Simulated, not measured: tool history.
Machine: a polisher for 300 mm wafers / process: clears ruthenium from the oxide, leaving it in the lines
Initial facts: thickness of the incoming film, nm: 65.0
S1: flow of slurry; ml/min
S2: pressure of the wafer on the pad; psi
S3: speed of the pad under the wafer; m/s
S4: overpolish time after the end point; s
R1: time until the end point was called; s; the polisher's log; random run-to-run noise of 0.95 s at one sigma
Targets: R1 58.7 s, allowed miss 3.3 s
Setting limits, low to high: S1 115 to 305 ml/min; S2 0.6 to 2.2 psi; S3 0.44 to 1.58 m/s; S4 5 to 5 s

Run 1, hour 0: S1 195 ml/min, S2 1.4 psi, S3 1 m/s, S4 5 s. Result: R1 97.561 s.
Run 2, hour 6.3: S1 195 ml/min, S2 1.1 psi, S3 1 m/s, S4 5 s. Result: R1 114.2 s.
Run 3, hour 8.3: S1 195 ml/min, S2 1.4 psi, S3 1.02 m/s, S4 5 s. Result: R1 90.332 s.
Run 4, hour 11.7: S1 195 ml/min, S2 1.5 psi, S3 1.04 m/s, S4 5 s. Result: R1 86.571 s.
Run 5, hour 13: S1 195 ml/min, S2 1.6 psi, S3 1.06 m/s, S4 5 s. Result: R1 81.698 s.
Run 6, hour 14.2: S1 195 ml/min, S2 1.6 psi, S3 1.06 m/s, S4 5 s. Result: R1 80.394 s.
Run 7, hour 17.5: S1 195 ml/min, S2 1.7 psi, S3 1.08 m/s, S4 5 s. Result: R1 73.846 s.
Run 8, hour 25.3: S1 195 ml/min, S2 1.8 psi, S3 1.08 m/s, S4 5 s. Result: R1 71.986 s.
Run 9, hour 28.2: S1 195 ml/min, S2 1.9 psi, S3 1.08 m/s, S4 5 s. Result: R1 68.168 s.
Run 10, hour 29.4: S1 195 ml/min, S2 1.9 psi, S3 1.08 m/s, S4 5 s. Result: R1 69.52 s.
Run 11, hour 35.8: S1 195 ml/min, S2 2 psi, S3 1.1 m/s, S4 5 s. Result: R1 63.531 s.
Run 12, hour 39.7: S1 195 ml/min, S2 2.1 psi, S3 1.1 m/s, S4 5 s. Result: R1 62.136 s.

Which of these 5 next moves meets every target?
Run A, hour 43.6: S1 190 ml/min, S2 2 psi, S3 1.04 m/s, S4 5 s. Result: R1 ?.
Run B, hour 43.6: S1 200 ml/min, S2 2.2 psi, S3 0.96 m/s, S4 5 s. Result: R1 ?.
Run C, hour 43.6: S1 220 ml/min, S2 2.2 psi, S3 1.12 m/s, S4 5 s. Result: R1 ?.
Run D, hour 43.6: S1 180 ml/min, S2 2 psi, S3 1 m/s, S4 5 s. Result: R1 ?.
Run E, hour 43.6: S1 180 ml/min, S2 2 psi, S3 1.04 m/s, S4 5 s. Result: R1 ?.

move      R1
   A  69.171
   B  68.617
   C  58.311
   D  72.472
   E  69.765
A: misses by more than the last run did
B: misses by more than the last run did
C: every result lands within tolerance
D: misses by more than the last run did
E: misses by more than the last run did
The move that meets every target is C.
